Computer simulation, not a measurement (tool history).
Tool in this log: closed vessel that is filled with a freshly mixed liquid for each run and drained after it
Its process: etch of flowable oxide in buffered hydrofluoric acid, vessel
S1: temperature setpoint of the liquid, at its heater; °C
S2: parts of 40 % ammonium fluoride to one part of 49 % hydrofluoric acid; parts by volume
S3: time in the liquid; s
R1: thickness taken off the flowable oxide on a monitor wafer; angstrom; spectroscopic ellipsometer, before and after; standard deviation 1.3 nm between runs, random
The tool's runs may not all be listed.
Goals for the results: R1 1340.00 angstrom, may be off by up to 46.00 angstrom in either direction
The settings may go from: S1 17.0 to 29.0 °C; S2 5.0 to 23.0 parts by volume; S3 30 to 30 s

| run | day | S1 | S2 | S3 | R1 |
|---|---|---|---|---|---|
| 1 | 0.000 | 21.0 | 14.0 | 30 | 608.88 |
| 2 | 0.312 | 21.0 | 14.0 | 30 | 612.07 |
| 3 | 0.575 | 21.0 | 14.0 | 30 | 609.32 |
| 4 | 0.838 | 23.5 | 12.5 | 30 | 780.05 |
| 5 | 1.096 | 25.0 | 11.5 | 30 | 914.57 |
| 6 | 1.162 | 27.5 | 11.5 | 30 | 1059.60 |
| 7 | 1.521 | 28.0 | 11.0 | 30 | 1131.10 |
| 8 | 1.733 | 29.0 | 9.0 | 30 | 1396.20 |

Below are 4 possible settings for the next run. Only one of them brings all results inside the allowed miss of their targets. Which is it?
| A | 1.946 | 29.0 | 9.5 | 30 | ? |
| B | 1.946 | 28.5 | 8.5 | 30 | ? |
| C | 1.946 | 29.0 | 8.5 | 30 | ? |
| D | 1.946 | 25.5 | 7.0 | 30 | ? |

| move | R1 |
|---|---|
| A | 1373.90 |
| B | 1472.80 |
| C | 1512.20 |
| D | 1547.70 |
A: every result within its allowed miss
B: the biggest miss grows against the last run
C: the biggest miss grows against the last run
D: the biggest miss grows against the last run
The right move is A.
